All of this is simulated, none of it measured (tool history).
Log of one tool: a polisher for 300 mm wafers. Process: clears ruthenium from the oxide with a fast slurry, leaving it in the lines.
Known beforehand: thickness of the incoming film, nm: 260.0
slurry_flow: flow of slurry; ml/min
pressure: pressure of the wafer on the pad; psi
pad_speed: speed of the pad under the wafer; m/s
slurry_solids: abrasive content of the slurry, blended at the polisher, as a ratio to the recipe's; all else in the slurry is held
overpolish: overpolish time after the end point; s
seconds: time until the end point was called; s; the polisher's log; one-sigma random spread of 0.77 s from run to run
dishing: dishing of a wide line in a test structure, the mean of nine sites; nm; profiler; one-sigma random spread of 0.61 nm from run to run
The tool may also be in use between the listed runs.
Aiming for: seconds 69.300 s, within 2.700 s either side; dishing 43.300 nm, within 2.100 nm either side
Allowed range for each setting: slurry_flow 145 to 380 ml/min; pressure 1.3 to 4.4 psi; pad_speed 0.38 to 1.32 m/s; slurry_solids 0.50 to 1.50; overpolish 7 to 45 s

| run | hour | slurry_flow | pressure | pad_speed | slurry_solids | overpolish | seconds | dishing |
|---|---|---|---|---|---|---|---|---|
| 1 | 0.0 | 245 | 2.8 | 0.84 | 1.00 | 23 | 92.073 | 49.341 |
| 2 | 0.7 | 245 | 2.8 | 0.94 | 1.00 | 23 | 84.223 | 52.602 |
| 3 | 6.8 | 245 | 2.8 | 0.94 | 0.80 | 23 | 91.999 | 48.661 |
| 4 | 9.7 | 245 | 3.0 | 0.94 | 0.80 | 20 | 90.135 | 45.587 |
| 5 | 14.2 | 250 | 3.3 | 0.96 | 0.80 | 17 | 83.610 | 42.057 |
| 6 | 16.3 | 250 | 3.3 | 0.96 | 0.80 | 11 | 81.559 | 27.418 |
| 7 | 18.1 | 250 | 3.6 | 0.96 | 0.80 | 12 | 76.852 | 31.463 |
|  | 20.2 | slurry blender recalibrated |
| 8 | 20.2 | 250 | 3.8 | 0.96 | 0.80 | 13 | 68.472 | 39.505 |

Consider the 4 candidate settings below. Which is the only one whose results all fall within their allowed miss of target?
| A | 22.3 | 260 | 3.8 | 0.94 | 0.80 | 13 | ? | ? |
| B | 22.3 | 235 | 3.5 | 1.08 | 0.70 | 13 | ? | ? |
| C | 22.3 | 325 | 3.8 | 0.90 | 0.70 | 14 | ? | ? |
| D | 22.3 | 250 | 4.0 | 0.92 | 0.75 | 15 | ? | ? |

| move | seconds | dishing |
|---|---|---|
| A | 68.366 | 38.315 |
| B | 68.919 | 38.040 |
| C | 73.645 | 38.306 |
| D | 69.510 | 42.872 |
A: lands further from the targets than the last run did
B: lands further from the targets than the last run did
C: lands further from the targets than the last run did
D: hits every target within its allowed miss
Go with D: it meets all targets.
